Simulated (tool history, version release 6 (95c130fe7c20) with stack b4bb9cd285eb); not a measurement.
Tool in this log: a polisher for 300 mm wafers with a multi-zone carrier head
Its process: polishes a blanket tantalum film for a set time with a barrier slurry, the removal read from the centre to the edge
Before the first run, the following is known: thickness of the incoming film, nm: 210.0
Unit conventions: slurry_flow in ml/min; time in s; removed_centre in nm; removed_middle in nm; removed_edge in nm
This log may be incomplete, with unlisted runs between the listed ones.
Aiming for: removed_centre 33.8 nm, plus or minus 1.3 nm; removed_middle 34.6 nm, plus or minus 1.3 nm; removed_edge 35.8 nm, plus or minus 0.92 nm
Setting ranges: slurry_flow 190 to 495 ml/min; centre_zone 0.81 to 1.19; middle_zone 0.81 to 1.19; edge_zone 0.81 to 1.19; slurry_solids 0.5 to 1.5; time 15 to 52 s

run	hour	slurry_flow	centre_zone	middle_zone	edge_zone	slurry_solids	time	removed_centre	removed_middle	removed_edge
1	0	320	1	1	1	1	33	52.091	51.88	50.357
2	1.3	320	1	1	1.06	1	33	52.674	51.4	53.181
3	3	320	1	1	1.11	1	33	53.128	51.614	54.251
4	10.1	320	1	0.96	1.11	1	33	52.684	49.269	54.219
5	13.6	290	1	0.96	1.11	1	33	52.223	50.683	53.195
# hour 18.9: centre zone pressure recalibrated
6	18.9	290	1	0.96	1.11	1	25	37.583	37.175	40.311
7	24.7	270	0.99	0.94	1.07	0.95	25	37.005	36.115	39.337
8	30.4	260	0.98	0.94	1.03	0.9	25	36.486	35.953	38.322

Which of these 5 next moves meets every target?
A	36.1	255	0.87	1	1.08	0.95	23	?	?	?
B	36.1	290	1.02	1.01	1.12	0.75	23	?	?	?
C	36.1	275	1.01	0.89	1.07	0.85	23	?	?	?
D	36.1	285	0.93	1.04	1	0.85	22	?	?	?
E	36.1	190	0.94	0.97	1.15	0.9	23	?	?	?

move	removed_centre	removed_middle	removed_edge
A	31.076	35.139	36.25
B	34.605	34.404	35.757
C	34.85	31.479	35.639
D	31.225	34.45	32.998
E	31.574	32.725	36.117
A: the worst result of the last run now meets its target, but another is out of spec
B: all results in spec
C: the worst result of the last run now meets its target, but another is out of spec
D: pushes the last run's worst result past its target
E: the worst result of the last run now meets its target, but another is out of spec
Move B is the one to make.
